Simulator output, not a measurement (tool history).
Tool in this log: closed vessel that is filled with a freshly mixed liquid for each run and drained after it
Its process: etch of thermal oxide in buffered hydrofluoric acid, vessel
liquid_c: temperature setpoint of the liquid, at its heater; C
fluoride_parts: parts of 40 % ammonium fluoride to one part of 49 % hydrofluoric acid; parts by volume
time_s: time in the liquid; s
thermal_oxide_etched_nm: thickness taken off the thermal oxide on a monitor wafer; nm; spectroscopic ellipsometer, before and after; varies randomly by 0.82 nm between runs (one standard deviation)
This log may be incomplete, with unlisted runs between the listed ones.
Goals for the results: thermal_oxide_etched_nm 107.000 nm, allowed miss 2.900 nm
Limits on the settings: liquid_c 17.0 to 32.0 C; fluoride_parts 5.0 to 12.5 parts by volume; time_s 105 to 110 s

{"run": 1, "hour": 0.0, "liquid_c": 25.0, "fluoride_parts": 7.5, "time_s": 105, "thermal_oxide_etched_nm": 140.95}
{"run": 2, "hour": 2.2, "liquid_c": 21.5, "fluoride_parts": 7.5, "time_s": 105, "thermal_oxide_etched_nm": 117.62}
{"run": 3, "hour": 10.6, "liquid_c": 21.0, "fluoride_parts": 7.5, "time_s": 105, "thermal_oxide_etched_nm": 113.45}
{"run": 4, "hour": 15.4, "liquid_c": 24.5, "fluoride_parts": 7.5, "time_s": 105, "thermal_oxide_etched_nm": 137.43}
{"run": 5, "hour": 23.9, "liquid_c": 23.0, "fluoride_parts": 7.5, "time_s": 105, "thermal_oxide_etched_nm": 125.65}
{"run": 6, "hour": 33.1, "liquid_c": 22.0, "fluoride_parts": 7.5, "time_s": 105, "thermal_oxide_etched_nm": 121.02}
{"run": 7, "hour": 36.2, "liquid_c": 22.0, "fluoride_parts": 7.5, "time_s": 105, "thermal_oxide_etched_nm": 119.13}
{"run": 8, "hour": 38.9, "liquid_c": 19.5, "fluoride_parts": 7.5, "time_s": 105, "thermal_oxide_etched_nm": 103.42}

Which one of the following 5 next-run settings gets every result inside its allowed miss? There is exactly one.
{"run": "A", "hour": 41.6, "liquid_c": 19.5, "fluoride_parts": 8.0, "time_s": 110, "thermal_oxide_etched_nm": "?"}
{"run": "B", "hour": 41.6, "liquid_c": 18.5, "fluoride_parts": 7.5, "time_s": 105, "thermal_oxide_etched_nm": "?"}
{"run": "C", "hour": 41.6, "liquid_c": 20.0, "fluoride_parts": 8.0, "time_s": 105, "thermal_oxide_etched_nm": "?"}
{"run": "D", "hour": 41.6, "liquid_c": 18.0, "fluoride_parts": 7.0, "time_s": 110, "thermal_oxide_etched_nm": "?"}
{"run": "E", "hour": 41.6, "liquid_c": 19.0, "fluoride_parts": 7.5, "time_s": 105, "thermal_oxide_etched_nm": "?"}

move=A thermal_oxide_etched_nm=101.260
move=B thermal_oxide_etched_nm=97.931
move=C thermal_oxide_etched_nm=99.421
move=D thermal_oxide_etched_nm=107.430
move=E thermal_oxide_etched_nm=100.750
A: its largest miss is bigger than the last run's
B: its largest miss is bigger than the last run's
C: its largest miss is bigger than the last run's
D: meets every target
E: its largest miss is bigger than the last run's
The right move is D.
